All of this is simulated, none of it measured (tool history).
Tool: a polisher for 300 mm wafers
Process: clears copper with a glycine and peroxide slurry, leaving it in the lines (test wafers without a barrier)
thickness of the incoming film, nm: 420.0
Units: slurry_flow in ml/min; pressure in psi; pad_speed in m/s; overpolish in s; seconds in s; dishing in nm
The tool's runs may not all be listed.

run    day  slurry_flow  pressure  pad_speed  overpolish  seconds  dishing
  1  0.000          255       2.7       0.86          12   79.332   36.772
  2  0.250          255       2.7       1.04          12   68.925   41.052
  3  0.421          255       3.2       1.04          12   61.000   45.362
  4  0.583          280       3.2       1.04          12   61.019   44.108
  5  0.862          280       3.2       1.04          17   60.474   60.254
  6  1.025          280       3.2       1.04          16   60.627   55.654
  7  1.179          280       3.2       1.04          15   60.163   54.974
  8  1.375          280       3.2       1.04          15   61.476   54.429

Run 9 comes next. What will it give?
  9  1.688          280       3.3       1.04          14        ?        ?

{"run 9": {"seconds": 58.702, "dishing": 51.633}}
